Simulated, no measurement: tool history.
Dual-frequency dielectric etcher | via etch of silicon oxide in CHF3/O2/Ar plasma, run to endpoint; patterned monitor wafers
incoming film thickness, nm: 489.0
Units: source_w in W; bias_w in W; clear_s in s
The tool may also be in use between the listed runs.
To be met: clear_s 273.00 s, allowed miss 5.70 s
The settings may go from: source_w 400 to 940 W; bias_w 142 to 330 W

Run 1, hour 0.0: source_w 670 W, bias_w 236 W. Result: clear_s 210.07 s.
Run 2, hour 7.7: source_w 670 W, bias_w 213 W. Result: clear_s 218.56 s.
Run 3, hour 12.9: source_w 610 W, bias_w 200 W. Result: clear_s 229.06 s.
Run 4, hour 14.0: source_w 650 W, bias_w 200 W. Result: clear_s 225.58 s.
Run 5, hour 21.0: source_w 710 W, bias_w 200 W. Result: clear_s 219.24 s.
Run 6, hour 26.9: source_w 640 W, bias_w 186 W. Result: clear_s 235.04 s.
Run 7, hour 29.0: source_w 590 W, bias_w 180 W. Result: clear_s 242.81 s.
Run 8, hour 33.2: source_w 550 W, bias_w 175 W. Result: clear_s 252.04 s.
Run 9, hour 42.0: source_w 520 W, bias_w 173 W. Result: clear_s 257.39 s.
Run 10, hour 42.9: source_w 500 W, bias_w 172 W. Result: clear_s 260.61 s.

4 next moves are on the table. One of them brings every result within its allowed miss. Which?
Run A, hour 43.8: source_w 550 W, bias_w 166 W. Result: clear_s ?.
Run B, hour 43.8: source_w 500 W, bias_w 186 W. Result: clear_s ?.
Run C, hour 43.8: source_w 600 W, bias_w 150 W. Result: clear_s ?.
Run D, hour 43.8: source_w 540 W, bias_w 149 W. Result: clear_s ?.

move  clear_s
   A   259.93
   B   257.36
   C   261.77
   D   272.76
A: further off than the last run
B: further off than the last run
C: nearer than the last run, and not there yet
D: meets every target
Move D is the one to make.

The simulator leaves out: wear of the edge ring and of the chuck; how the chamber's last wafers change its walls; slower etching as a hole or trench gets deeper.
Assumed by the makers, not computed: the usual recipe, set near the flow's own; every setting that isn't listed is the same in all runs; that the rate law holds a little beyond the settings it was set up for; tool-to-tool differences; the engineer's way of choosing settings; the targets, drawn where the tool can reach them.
